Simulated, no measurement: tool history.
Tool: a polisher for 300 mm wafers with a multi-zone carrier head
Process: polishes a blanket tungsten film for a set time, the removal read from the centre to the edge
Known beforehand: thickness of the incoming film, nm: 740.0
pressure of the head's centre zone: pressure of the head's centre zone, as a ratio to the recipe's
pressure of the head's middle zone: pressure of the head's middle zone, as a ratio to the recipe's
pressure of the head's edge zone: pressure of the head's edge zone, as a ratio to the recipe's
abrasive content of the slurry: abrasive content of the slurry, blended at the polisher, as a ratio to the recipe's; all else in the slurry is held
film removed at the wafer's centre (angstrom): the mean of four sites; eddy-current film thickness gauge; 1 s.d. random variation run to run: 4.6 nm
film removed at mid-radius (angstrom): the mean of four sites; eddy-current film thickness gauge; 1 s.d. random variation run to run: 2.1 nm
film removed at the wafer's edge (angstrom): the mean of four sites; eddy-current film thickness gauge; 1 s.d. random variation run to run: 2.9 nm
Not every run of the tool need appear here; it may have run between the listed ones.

| run | hour | flow of slurry (ml/min) | pressure of the head's centre zone | pressure of the head's middle zone | pressure of the head's edge zone | abrasive content of the slurry | polishing time (s) | film removed at the wafer's centre (angstrom) | film removed at mid-radius (angstrom) | film removed at the wafer's edge (angstrom) |
|---|---|---|---|---|---|---|---|---|---|---|
| 1 | 0 | 230 | 1 | 1 | 1 | 1 | 43 | 2429.9 | 2511.8 | 2585.7 |
| 2 | 6.5 | 240 | 1.03 | 1.02 | 1.02 | 1.05 | 43 | 2596.9 | 2562.4 | 2635.3 |
| 3 | 8.4 | 245 | 1.04 | 1.05 | 1.03 | 1.1 | 43 | 2729.1 | 2687.3 | 2671.4 |
| 4 | 9.6 | 250 | 1.05 | 1.06 | 1.05 | 1.15 | 43 | 2702.7 | 2721.6 | 2747.1 |
| 5 | 12.1 | 250 | 1.05 | 1.06 | 0.97 | 1.15 | 43 | 2704.5 | 2768.9 | 2616.5 |
| 6 | 20.3 | 255 | 1.06 | 1.07 | 0.99 | 1.2 | 43 | 2794.4 | 2829.7 | 2705.8 |

What does the tool deliver on the next run?
| 7 | 21.5 | 260 | 1.07 | 1.08 | 1 | 1.25 | 43 | ? | ? | ? |

film removed at the wafer's centre (angstrom): 2903.5
film removed at mid-radius (angstrom): 2885.8
film removed at the wafer's edge (angstrom): 2705.9

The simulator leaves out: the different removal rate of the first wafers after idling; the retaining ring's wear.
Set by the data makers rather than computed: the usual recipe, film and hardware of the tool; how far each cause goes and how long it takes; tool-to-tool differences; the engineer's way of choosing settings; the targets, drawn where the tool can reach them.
